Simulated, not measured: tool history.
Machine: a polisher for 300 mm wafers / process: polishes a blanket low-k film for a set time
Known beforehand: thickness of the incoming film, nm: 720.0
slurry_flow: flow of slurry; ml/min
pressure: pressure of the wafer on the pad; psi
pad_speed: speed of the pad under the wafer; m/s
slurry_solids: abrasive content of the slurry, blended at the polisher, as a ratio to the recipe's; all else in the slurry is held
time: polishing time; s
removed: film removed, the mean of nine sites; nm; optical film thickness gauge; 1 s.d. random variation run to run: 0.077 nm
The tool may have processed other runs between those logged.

{"run": 1, "hour": 0.0, "slurry_flow": 135, "pressure": 1.4, "pad_speed": 1.26, "slurry_solids": 1, "time": 57, "removed": 19.626}
{"run": 2, "hour": 4.5, "slurry_flow": 130, "pressure": 1.3, "pad_speed": 1.26, "slurry_solids": 1, "time": 57, "removed": 18.051}
{"run": 3, "hour": 5.5, "slurry_flow": 130, "pressure": 1.5, "pad_speed": 1.26, "slurry_solids": 1, "time": 57, "removed": 20.316}
{"run": 4, "hour": 6.8, "slurry_flow": 130, "pressure": 1.5, "pad_speed": 1.26, "slurry_solids": 1, "time": 57, "removed": 20.508}
{"run": 5, "hour": 14.2, "slurry_flow": 130, "pressure": 1.5, "pad_speed": 1.26, "slurry_solids": 1, "time": 51, "removed": 18.358}
{"run": 6, "hour": 16.2, "slurry_flow": 120, "pressure": 1.4, "pad_speed": 1.26, "slurry_solids": 1, "time": 51, "removed": 16.883}
{"run": 7, "hour": 19.2, "slurry_flow": 115, "pressure": 1.3, "pad_speed": 1.26, "slurry_solids": 1, "time": 51, "removed": 15.629}
{"run": 8, "hour": 27.3, "slurry_flow": 110, "pressure": 1.2, "pad_speed": 1.26, "slurry_solids": 1, "time": 51, "removed": 14.491}
{"run": 9, "hour": 33.8, "slurry_flow": 105, "pressure": 1.2, "pad_speed": 1.26, "slurry_solids": 1, "time": 51, "removed": 14.33}

For run 10, what comes out?
{"run": 10, "hour": 38.7, "slurry_flow": 85, "pressure": 0.9, "pad_speed": 1.26, "slurry_solids": 1, "time": 51, "removed": "?"}

Run 10 gave removed 10.675 nm.
